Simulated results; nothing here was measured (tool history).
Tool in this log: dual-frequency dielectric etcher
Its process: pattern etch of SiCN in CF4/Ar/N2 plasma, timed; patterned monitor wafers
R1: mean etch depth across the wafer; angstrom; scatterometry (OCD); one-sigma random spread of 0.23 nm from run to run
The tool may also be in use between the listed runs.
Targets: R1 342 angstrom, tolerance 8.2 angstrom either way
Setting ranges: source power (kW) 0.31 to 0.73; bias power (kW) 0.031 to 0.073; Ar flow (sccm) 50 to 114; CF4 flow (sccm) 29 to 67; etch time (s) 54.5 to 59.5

run 1 day=0 | source_power_(kW)=0.52 bias_power_(kW)=0.052 Ar_flow_(sccm)=82 CF4_flow_(sccm)=48 etch_time_(s)=59.5 | R1=503.68
run 2 day=0.317 | source_power_(kW)=0.5 bias_power_(kW)=0.051 Ar_flow_(sccm)=82 CF4_flow_(sccm)=48 etch_time_(s)=59.5 | R1=476.46
run 3 day=0.471 | source_power_(kW)=0.5 bias_power_(kW)=0.051 Ar_flow_(sccm)=82 CF4_flow_(sccm)=48 etch_time_(s)=54.5 | R1=436.13
run 4 day=0.75 | source_power_(kW)=0.5 bias_power_(kW)=0.051 Ar_flow_(sccm)=82 CF4_flow_(sccm)=48 etch_time_(s)=54.5 | R1=440.6
run 5 day=0.842 | source_power_(kW)=0.49 bias_power_(kW)=0.051 Ar_flow_(sccm)=82 CF4_flow_(sccm)=48 etch_time_(s)=54.5 | R1=433.83
run 6 day=1.021 | source_power_(kW)=0.49 bias_power_(kW)=0.051 Ar_flow_(sccm)=82 CF4_flow_(sccm)=48 etch_time_(s)=54.5 | R1=426.03
run 7 day=1.158 | source_power_(kW)=0.48 bias_power_(kW)=0.051 Ar_flow_(sccm)=82 CF4_flow_(sccm)=48 etch_time_(s)=54.5 | R1=420.09
run 8 day=1.371 | source_power_(kW)=0.38 bias_power_(kW)=0.049 Ar_flow_(sccm)=83 CF4_flow_(sccm)=48 etch_time_(s)=54.5 | R1=318.29

Of the 5 settings listed for the next run, only one would bring every result within its allowed miss of target. Which one?
run A day=1.583 | source_power_(kW)=0.38 bias_power_(kW)=0.055 Ar_flow_(sccm)=81 CF4_flow_(sccm)=55 etch_time_(s)=57 | R1=?
run B day=1.583 | source_power_(kW)=0.4 bias_power_(kW)=0.041 Ar_flow_(sccm)=87 CF4_flow_(sccm)=47 etch_time_(s)=54.5 | R1=?
run C day=1.583 | source_power_(kW)=0.38 bias_power_(kW)=0.049 Ar_flow_(sccm)=59 CF4_flow_(sccm)=53 etch_time_(s)=54.5 | R1=?
run D day=1.583 | source_power_(kW)=0.33 bias_power_(kW)=0.048 Ar_flow_(sccm)=76 CF4_flow_(sccm)=51 etch_time_(s)=57 | R1=?
run E day=1.583 | source_power_(kW)=0.38 bias_power_(kW)=0.06 Ar_flow_(sccm)=87 CF4_flow_(sccm)=45 etch_time_(s)=58 | R1=?

move=A R1=356.31
move=B R1=306.82
move=C R1=342.36
move=D R1=285.29
move=E R1=361.31
A: moves the result that the last run missed by most past its target, out the other side
B: moves away from the targets compared with the last run
C: all results in spec
D: moves away from the targets compared with the last run
E: moves the result that the last run missed by most past its target, out the other side
The move that meets every target is C.
